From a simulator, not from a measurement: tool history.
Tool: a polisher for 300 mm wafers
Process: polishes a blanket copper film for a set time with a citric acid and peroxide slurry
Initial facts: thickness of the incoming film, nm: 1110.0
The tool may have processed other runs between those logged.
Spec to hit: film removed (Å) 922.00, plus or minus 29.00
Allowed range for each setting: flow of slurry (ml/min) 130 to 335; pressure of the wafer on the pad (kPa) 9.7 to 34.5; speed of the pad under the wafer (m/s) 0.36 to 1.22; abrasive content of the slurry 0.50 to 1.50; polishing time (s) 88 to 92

run,hour,flow of slurry (ml/min),pressure of the wafer on the pad (kPa),speed of the pad under the wafer (m/s),abrasive content of the slurry,polishing time (s),film removed (Å)
1,0.0,215,22.1,0.78,1.00,88,1348.80
2,4.7,240,22.1,0.78,1.00,88,1366.20
3,13.2,240,20.7,0.78,1.00,88,1303.10
4,17.2,285,20.7,0.78,1.00,88,1342.80
5,24.0,305,20.7,0.78,1.00,88,1335.20
6,27.8,305,20.7,0.78,0.85,88,1300.10
7,30.8,305,19.3,0.78,0.85,88,1220.40
8,32.5,305,18.6,0.78,0.85,88,1189.50
9,38.8,305,17.9,0.78,0.85,88,1169.30
10,44.9,305,17.9,0.78,0.85,88,1163.60

Below are 5 possible settings for the next run. Only one of them brings all results inside the allowed miss of their targets. Which is it?
A,51.0,335,17.2,0.54,0.95,88,?
B,51.0,320,14.5,0.60,0.85,88,?
C,51.0,265,20.0,0.86,0.75,92,?
D,51.0,250,13.8,0.66,0.85,88,?
E,51.0,315,9.7,0.82,0.95,88,?

move,film removed (Å)
A,914.76
B,845.30
C,1342.90
D,849.49
E,832.11
A: all results in spec
B: pushes the last run's worst result past its target
C: the biggest miss grows against the last run
D: pushes the last run's worst result past its target
E: pushes the last run's worst result past its target
A is the move that brings every result within its allowed miss.
